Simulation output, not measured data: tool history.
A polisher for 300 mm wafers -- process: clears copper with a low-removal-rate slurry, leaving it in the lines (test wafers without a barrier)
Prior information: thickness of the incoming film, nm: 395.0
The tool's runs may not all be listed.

run  hour  flow of slurry (ml/min)  pressure of the wafer on the pad (psi)  speed of the pad under the wafer (cm/s)  abrasive content of the slurry  overpolish time after the end point (s)  time until the end point was called (s)  dishing of a wide line in a test structure (Å)
  1   0.0                      200                                     3.9                                       92                             1.0                                       24                                  112.850                                          601.65
  2   8.3                      245                                     3.9                                       92                             1.0                                       24                                  109.030                                          613.92
  3  16.8                      245                                     3.9                                       92                             1.0                                       22                                  109.780                                          567.18
  4  25.5                      245                                     3.9                                       92                             1.0                                       20                                  112.080                                          521.84
  5  34.0                      245                                     3.9                                      102                             1.0                                       20                                   99.627                                          549.39
  6  35.4                      245                                     3.8                                      102                             1.0                                       19                                  101.140                                          523.70
  7  37.4                      245                                     3.8                                      102                             1.0                                       19                                  100.300                                          533.52
  8  42.4                      245                                     3.8                                      102                             1.0                                       19                                  100.480                                          565.16
  9  51.4                      245                                     3.4                                      102                             1.0                                       12                                  109.920                                          324.63
 10  55.7                      245                                     3.4                                      102                             1.0                                       13                                  115.940                                          357.47
 11  61.8                      245                                     3.4                                      102                             1.0                                       14                                  114.620                                          354.81

Expected results for the next run?
 12  69.4                      245                                     3.6                                      102                             1.0                                       21                                        ?                                               ?

For run 12 the tool returned time until the end point was called (s) 103.860, dishing of a wide line in a test structure (Å) 569.89.
